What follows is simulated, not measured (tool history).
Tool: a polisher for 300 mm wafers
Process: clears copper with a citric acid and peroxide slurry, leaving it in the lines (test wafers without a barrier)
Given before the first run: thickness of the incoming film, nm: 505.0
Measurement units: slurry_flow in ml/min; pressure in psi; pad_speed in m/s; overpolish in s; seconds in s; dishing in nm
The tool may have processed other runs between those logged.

run,hour,slurry_flow,pressure,pad_speed,slurry_solids,overpolish,seconds,dishing
1,0,290,3.9,1.26,1,12,195.13,12.644
2,7.9,290,3.9,1.26,1,8,197.15,10.12
3,13.1,290,4.3,1.26,1,9,182.28,11.464
4,19.7,290,4.3,1.1,1,9,208.25,10.992
5,22.6,290,4.3,1.1,1,7,208.18,9.4785
6,27.2,290,4.7,1.12,1,8,188.67,11.099
7,30.9,290,5.1,1.12,1,8,174.22,11.165

For run 8, what comes out?
8,38.8,290,5.1,1.12,1,8,?,?

Run 8 came out at seconds 175.69 s, dishing 11.147 nm.

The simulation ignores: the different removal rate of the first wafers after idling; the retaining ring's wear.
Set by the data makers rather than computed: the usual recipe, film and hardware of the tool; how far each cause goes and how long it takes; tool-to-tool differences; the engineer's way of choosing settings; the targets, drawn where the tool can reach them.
